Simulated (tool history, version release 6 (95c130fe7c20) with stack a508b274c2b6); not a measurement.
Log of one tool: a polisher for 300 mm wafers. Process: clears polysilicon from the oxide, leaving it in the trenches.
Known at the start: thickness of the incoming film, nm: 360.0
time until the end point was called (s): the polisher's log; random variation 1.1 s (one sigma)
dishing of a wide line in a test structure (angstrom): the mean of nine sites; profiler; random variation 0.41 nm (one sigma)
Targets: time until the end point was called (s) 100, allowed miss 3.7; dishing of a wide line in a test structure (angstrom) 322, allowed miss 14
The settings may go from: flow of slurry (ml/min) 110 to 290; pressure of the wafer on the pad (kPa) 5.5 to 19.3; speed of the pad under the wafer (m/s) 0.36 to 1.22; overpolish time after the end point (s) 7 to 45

run    day  flow of slurry (ml/min)  pressure of the wafer on the pad (kPa)  speed of the pad under the wafer (m/s)  overpolish time after the end point (s)  time until the end point was called (s)  dishing of a wide line in a test structure (angstrom)
  1      0                      185                                    12.4                                    0.78                                       23                                   44.789                                                 331.94
  2  0.238                      180                                    10.3                                    0.72                                       22                                   56.892                                                 323.24
  3  0.329                      180                                    11.7                                    0.72                                       22                                   51.327                                                 325.15
  4  0.533                      180                                    11.7                                    0.56                                       22                                   61.192                                                  323.4
  5  0.888                      180                                    11.7                                    0.56                                       13                                   60.796                                                 284.47
  6   0.95                      180                                     9.7                                    0.56                                       17                                   73.684                                                 294.02
  7    1.1                      180                                       9                                    0.56                                       20                                   78.633                                                 300.02
  8  1.333                      180                                     8.3                                    0.56                                       23                                   86.695                                                 304.65
  9  1.404                      180                                     8.3                                    0.56                                       25                                   84.314                                                 314.18
 10  1.529                      180                                     7.6                                    0.56                                       26                                   94.347                                                 307.87
 11  1.883                      180                                     7.6                                    0.56                                       28                                   93.608                                                 315.68
 12      2                      180                                     7.6                                    0.56                                       28                                   94.148                                                 318.89

Which of these 4 next moves meets every target?
  A  2.117                      180                                    10.3                                    0.38                                       27                                        ?                                                      ?
  B  2.117                      155                                     7.6                                    0.66                                       23                                        ?                                                      ?
  C  2.117                      180                                     6.9                                    0.64                                       34                                        ?                                                      ?
  D  2.117                      110                                     8.3                                    0.54                                       39                                        ?                                                      ?

move  time until the end point was called (s)  dishing of a wide line in a test structure (angstrom)
   A                                   91.126                                                 313.37
   B                                     83.6                                                 309.24
   C                                   91.329                                                 322.77
   D                                   97.496                                                 324.79
A: further off than the last run
B: further off than the last run
C: further off than the last run
D: meets every target
Answer: D
